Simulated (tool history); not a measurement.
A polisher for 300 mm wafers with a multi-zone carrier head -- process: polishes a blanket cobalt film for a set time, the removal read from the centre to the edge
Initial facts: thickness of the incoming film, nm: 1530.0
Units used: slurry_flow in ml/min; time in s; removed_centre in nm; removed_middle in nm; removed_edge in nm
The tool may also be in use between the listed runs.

run	day	slurry_flow	centre_zone	middle_zone	edge_zone	time	removed_centre	removed_middle	removed_edge
1	0	305	1	1	1	52	155.03	153.45	154.49
2	0.183	305	1	1	1.04	52	160.81	154.12	158.47
3	0.512	375	1	1	1.04	52	157.6	160.96	158.04
4	0.608	380	1.01	1.02	1.05	53	165.15	165.12	166.25
5	0.846	385	1.01	1.04	1.03	54	166.81	166.34	166.26
6	0.933	385	1.01	1.04	0.98	54	170.79	169.79	163.86

Estimate the outcome of run 7 from the log above:
7	1.238	395	1	1.05	0.97	55	?	?	?

{"run 7": {"removed_centre": 169.26, "removed_middle": 174.41, "removed_edge": 163.06}}

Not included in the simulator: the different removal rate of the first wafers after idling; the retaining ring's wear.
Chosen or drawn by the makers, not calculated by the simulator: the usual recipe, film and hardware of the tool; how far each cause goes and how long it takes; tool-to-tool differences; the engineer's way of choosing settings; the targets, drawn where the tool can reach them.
